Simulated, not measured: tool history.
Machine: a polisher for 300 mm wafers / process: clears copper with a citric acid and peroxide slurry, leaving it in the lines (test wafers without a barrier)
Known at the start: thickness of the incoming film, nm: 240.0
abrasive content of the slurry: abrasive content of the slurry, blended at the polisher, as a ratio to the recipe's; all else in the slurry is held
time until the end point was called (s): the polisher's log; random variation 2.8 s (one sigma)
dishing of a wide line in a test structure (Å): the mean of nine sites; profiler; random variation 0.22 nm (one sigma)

run,hour,flow of slurry (ml/min),pressure of the wafer on the pad (kPa),speed of the pad under the wafer (m/s),abrasive content of the slurry,overpolish time after the end point (s),time until the end point was called (s),dishing of a wide line in a test structure (Å)
1,0,260,19.3,1.06,1,9,91.916,159.88
2,6,260,17.2,1.04,1,10,98.23,158.8
3,7.2,225,17.2,1.04,1,10,103.09,154.87
4,9.9,225,17.2,0.92,1,10,120.49,143.14
5,13.7,220,15.9,0.9,1,10,129.87,129.33
6,19,220,15.9,0.9,1,7,134.35,92.801
7,22,215,15.2,0.88,1,8,133.7,97.389

Predict the results of run 8:
8,29.9,210,15.2,0.84,1,9,?,?

time until the end point was called (s): 144.38
dishing of a wide line in a test structure (Å): 108.77
